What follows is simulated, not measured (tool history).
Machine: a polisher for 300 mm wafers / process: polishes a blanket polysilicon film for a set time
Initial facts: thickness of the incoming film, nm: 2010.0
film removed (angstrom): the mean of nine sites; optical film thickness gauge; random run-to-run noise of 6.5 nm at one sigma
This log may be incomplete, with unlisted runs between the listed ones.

run,day,flow of slurry (ml/min),pressure of the wafer on the pad (kPa),speed of the pad under the wafer (cm/s),polishing time (s),film removed (angstrom)
1,0.000,280,22.1,76,45,2786.4
2,0.225,280,24.1,76,45,2951.4
3,0.267,280,26.2,76,45,3230.5
4,0.462,280,26.2,76,45,3183.9
5,0.646,310,26.2,76,45,3231.9
6,0.942,335,26.2,76,45,3166.0
7,1.008,335,27.6,76,45,3370.0

Run 8 is up next; what results do you expect?
8,1.058,335,29.0,76,45,?

{"run 8": {"film removed (angstrom)": 3562.3}}
